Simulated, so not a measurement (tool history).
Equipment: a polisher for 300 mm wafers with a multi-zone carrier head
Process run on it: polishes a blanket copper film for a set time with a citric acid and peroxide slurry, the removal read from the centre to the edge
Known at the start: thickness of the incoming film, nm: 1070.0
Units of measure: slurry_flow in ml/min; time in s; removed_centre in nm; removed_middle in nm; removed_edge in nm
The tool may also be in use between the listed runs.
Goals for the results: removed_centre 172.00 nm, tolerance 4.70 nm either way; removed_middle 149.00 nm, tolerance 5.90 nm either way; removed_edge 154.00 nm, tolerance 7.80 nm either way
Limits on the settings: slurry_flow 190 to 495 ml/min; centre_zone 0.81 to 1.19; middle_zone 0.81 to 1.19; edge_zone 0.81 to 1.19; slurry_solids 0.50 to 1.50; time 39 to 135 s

| run | hour | slurry_flow | centre_zone | middle_zone | edge_zone | slurry_solids | time | removed_centre | removed_middle | removed_edge |
|---|---|---|---|---|---|---|---|---|---|---|
| 1 | 0.0 | 320 | 1.00 | 1.00 | 1.00 | 1.00 | 87 | 181.97 | 184.32 | 191.31 |
| 2 | 6.7 | 320 | 1.00 | 1.00 | 1.00 | 1.15 | 87 | 189.32 | 190.18 | 186.79 |
| 3 | 11.6 | 320 | 1.00 | 0.98 | 0.98 | 1.15 | 85 | 183.30 | 183.13 | 185.27 |
| 4 | 16.8 | 320 | 1.00 | 1.04 | 0.98 | 1.15 | 85 | 183.67 | 192.34 | 182.48 |
| 5 | 24.7 | 320 | 1.00 | 1.04 | 0.92 | 1.15 | 85 | 184.65 | 191.88 | 177.82 |
| 6 | 31.3 | 240 | 1.00 | 1.04 | 0.92 | 1.15 | 85 | 177.36 | 186.09 | 172.78 |
| 7 | 37.9 | 240 | 1.01 | 1.02 | 0.91 | 1.10 | 84 | 175.21 | 178.57 | 167.93 |
| 8 | 41.6 | 240 | 1.02 | 1.00 | 0.90 | 1.10 | 84 | 176.60 | 177.04 | 165.15 |
| 9 | 42.3 | 240 | 1.02 | 0.98 | 0.90 | 1.10 | 84 | 178.14 | 167.96 | 171.18 |
| 10 | 47.1 | 245 | 1.07 | 0.95 | 0.83 | 0.85 | 81 | 171.76 | 154.81 | 149.32 |

Next run, 4 choices. One meets every target within its allowed miss, the rest don't. Which?
| A | 51.9 | 220 | 1.16 | 1.04 | 0.83 | 0.80 | 75 | ? | ? | ? |
| B | 51.9 | 220 | 1.04 | 1.04 | 0.81 | 1.05 | 81 | ? | ? | ? |
| C | 51.9 | 250 | 1.09 | 0.92 | 0.87 | 0.85 | 79 | ? | ? | ? |
| D | 51.9 | 280 | 1.04 | 0.95 | 0.82 | 0.85 | 81 | ? | ? | ? |

| move | removed_centre | removed_middle | removed_edge |
|---|---|---|---|
| A | 169.54 | 152.00 | 137.07 |
| B | 171.05 | 171.29 | 152.73 |
| C | 172.58 | 148.53 | 151.08 |
| D | 171.46 | 158.67 | 152.43 |
A: the furthest-off result lands on target, but another misses its tolerance
B: misses by more than the last run did
C: in spec on every target
D: misses by more than the last run did
Go with C: it meets all targets.

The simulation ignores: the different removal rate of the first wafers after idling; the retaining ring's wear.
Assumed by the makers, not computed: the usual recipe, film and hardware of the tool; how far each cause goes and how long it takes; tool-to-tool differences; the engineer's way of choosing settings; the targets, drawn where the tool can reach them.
